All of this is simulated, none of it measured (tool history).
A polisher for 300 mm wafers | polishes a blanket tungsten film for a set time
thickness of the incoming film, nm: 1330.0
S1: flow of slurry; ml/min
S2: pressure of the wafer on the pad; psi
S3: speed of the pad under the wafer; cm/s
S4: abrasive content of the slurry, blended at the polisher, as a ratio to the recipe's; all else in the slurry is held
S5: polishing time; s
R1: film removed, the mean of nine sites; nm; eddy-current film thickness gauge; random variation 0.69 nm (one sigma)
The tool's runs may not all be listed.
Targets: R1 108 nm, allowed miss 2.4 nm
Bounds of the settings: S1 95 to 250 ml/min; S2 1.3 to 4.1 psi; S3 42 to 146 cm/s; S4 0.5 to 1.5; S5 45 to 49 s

{"run": 1, "hour": 0.0, "S1": 160, "S2": 2.7, "S3": 94, "S4": 1, "S5": 49, "R1": 128.62}
{"run": 2, "hour": 5.8, "S1": 160, "S2": 2.7, "S3": 94, "S4": 0.9, "S5": 49, "R1": 125.97}
{"run": 3, "hour": 8.9, "S1": 160, "S2": 2.9, "S3": 94, "S4": 0.9, "S5": 49, "R1": 132.29}
{"run": 4, "hour": 17.6, "S1": 160, "S2": 3.3, "S3": 94, "S4": 0.9, "S5": 49, "R1": 146.94}
{"run": 5, "hour": 18.2, "S1": 125, "S2": 3.3, "S3": 94, "S4": 0.9, "S5": 49, "R1": 140.15}
{"run": 6, "hour": 25.1, "S1": 125, "S2": 3, "S3": 94, "S4": 0.9, "S5": 49, "R1": 131.19}
{"run": 7, "hour": 32.0, "S1": 120, "S2": 2.8, "S3": 94, "S4": 0.9, "S5": 49, "R1": 123.97}
{"run": 8, "hour": 38.0, "S1": 120, "S2": 2.8, "S3": 94, "S4": 0.9, "S5": 49, "R1": 123.32}
{"hour": 47.0, "done": "slurry blender recalibrated"}
{"run": 9, "hour": 47.0, "S1": 115, "S2": 2.7, "S3": 94, "S4": 0.9, "S5": 49, "R1": 127.33}
{"run": 10, "hour": 52.7, "S1": 115, "S2": 2.5, "S3": 94, "S4": 0.9, "S5": 49, "R1": 120.33}
{"run": 11, "hour": 57.0, "S1": 115, "S2": 2.5, "S3": 94, "S4": 0.9, "S5": 49, "R1": 119.2}
{"run": 12, "hour": 60.2, "S1": 115, "S2": 2.4, "S3": 94, "S4": 0.9, "S5": 49, "R1": 116.9}
{"run": 13, "hour": 68.0, "S1": 115, "S2": 2.3, "S3": 94, "S4": 0.9, "S5": 49, "R1": 111.89}

4 next moves are on the table. One of them brings every result within its allowed miss. Which?
{"run": "A", "hour": 75.8, "S1": 115, "S2": 2.9, "S3": 80, "S4": 0.55, "S5": 48, "R1": "?"}
{"run": "B", "hour": 75.8, "S1": 115, "S2": 2.4, "S3": 96, "S4": 0.9, "S5": 45, "R1": "?"}
{"run": "C", "hour": 75.8, "S1": 130, "S2": 2.2, "S3": 92, "S4": 1, "S5": 49, "R1": "?"}
{"run": "D", "hour": 75.8, "S1": 105, "S2": 1.8, "S3": 120, "S4": 1.2, "S5": 46, "R1": "?"}

move=A R1=101.58
move=B R1=108.15
move=C R1=111.14
move=D R1=117.46
A: takes the result that was furthest off past its target
B: meets every target
C: nearer than the last run, and not there yet
D: further off than the last run
The right move is B.

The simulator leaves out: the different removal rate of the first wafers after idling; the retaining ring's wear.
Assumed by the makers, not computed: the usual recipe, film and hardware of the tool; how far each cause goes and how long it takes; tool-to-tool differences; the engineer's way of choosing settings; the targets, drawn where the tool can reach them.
